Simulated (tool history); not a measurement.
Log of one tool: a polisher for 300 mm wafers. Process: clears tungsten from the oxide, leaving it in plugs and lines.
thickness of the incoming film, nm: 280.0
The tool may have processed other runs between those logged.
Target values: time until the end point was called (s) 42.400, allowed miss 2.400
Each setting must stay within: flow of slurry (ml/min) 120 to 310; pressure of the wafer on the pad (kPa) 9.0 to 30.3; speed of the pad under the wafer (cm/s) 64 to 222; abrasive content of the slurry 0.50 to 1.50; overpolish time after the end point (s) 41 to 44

run	hour	flow of slurry (ml/min)	pressure of the wafer on the pad (kPa)	speed of the pad under the wafer (cm/s)	abrasive content of the slurry	overpolish time after the end point (s)	time until the end point was called (s)
1	0.0	200	19.3	142	1.00	41	53.279
2	4.4	200	19.3	110	1.00	41	67.452
3	9.5	200	21.4	112	1.00	41	60.139
4	14.2	200	21.4	90	1.00	41	73.768
5	21.8	200	24.1	90	1.00	41	64.073
6	23.9	200	24.1	90	1.00	44	66.125
7	25.7	200	25.5	96	1.00	44	58.303
8	31.4	200	26.9	100	1.00	44	53.290
9	36.6	200	27.6	102	1.00	44	51.358
10	44.7	200	28.3	104	1.00	44	47.691

Consider the 5 candidate settings below. Which is the only one whose results all fall within their allowed miss of target?
A	52.8	180	26.2	94	1.15	44	?
B	52.8	245	30.3	112	0.85	44	?
C	52.8	255	26.9	94	1.05	42	?
D	52.8	255	28.3	130	1.10	42	?
E	52.8	220	26.2	104	1.05	44	?

move	time until the end point was called (s)
A	54.649
B	41.507
C	52.211
D	35.979
E	49.424
A: misses by more than the last run did
B: each result inside its tolerance
C: misses by more than the last run did
D: takes the biggest miss from the last run beyond its target
E: misses by more than the last run did
Move B is the one to make.
